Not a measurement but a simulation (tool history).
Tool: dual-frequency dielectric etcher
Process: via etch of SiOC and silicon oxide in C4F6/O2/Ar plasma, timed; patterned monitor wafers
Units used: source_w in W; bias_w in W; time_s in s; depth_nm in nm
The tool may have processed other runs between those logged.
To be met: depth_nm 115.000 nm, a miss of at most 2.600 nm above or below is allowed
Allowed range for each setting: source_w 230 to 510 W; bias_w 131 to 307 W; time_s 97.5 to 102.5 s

run 1 hour=0.0 | source_w=370 bias_w=219 time_s=97.5 | depth_nm=102.480
run 2 hour=7.5 | source_w=380 bias_w=221 time_s=97.5 | depth_nm=105.310
run 3 hour=12.2 | source_w=380 bias_w=235 time_s=97.5 | depth_nm=107.420
run 4 hour=21.0 | source_w=350 bias_w=235 time_s=97.5 | depth_nm=102.970
run 5 hour=24.6 | source_w=350 bias_w=268 time_s=97.5 | depth_nm=107.700
run 6 hour=29.0 | source_w=300 bias_w=268 time_s=97.5 | depth_nm=97.273
run 7 hour=35.4 | source_w=310 bias_w=269 time_s=97.5 | depth_nm=101.480
run 8 hour=43.3 | source_w=320 bias_w=270 time_s=97.5 | depth_nm=104.170
run 9 hour=48.9 | source_w=330 bias_w=271 time_s=97.5 | depth_nm=104.220
run 10 hour=53.5 | source_w=340 bias_w=272 time_s=97.5 | depth_nm=107.090
run 11 hour=62.0 | source_w=360 bias_w=274 time_s=97.5 | depth_nm=111.370

Next run, 4 choices. One meets every target within its allowed miss, the rest don't. Which?
run A hour=70.5 | source_w=400 bias_w=266 time_s=102.5 | depth_nm=?
run B hour=70.5 | source_w=370 bias_w=280 time_s=98.5 | depth_nm=?
run C hour=70.5 | source_w=390 bias_w=214 time_s=100.5 | depth_nm=?
run D hour=70.5 | source_w=330 bias_w=270 time_s=98.0 | depth_nm=?

move=A depth_nm=124.080
move=B depth_nm=116.380
move=C depth_nm=109.290
move=D depth_nm=106.150
A: pushes the last run's worst result past its target
B: hits every target within its allowed miss
C: its largest miss is bigger than the last run's
D: its largest miss is bigger than the last run's
So the answer is move B, the one that meets all the targets.
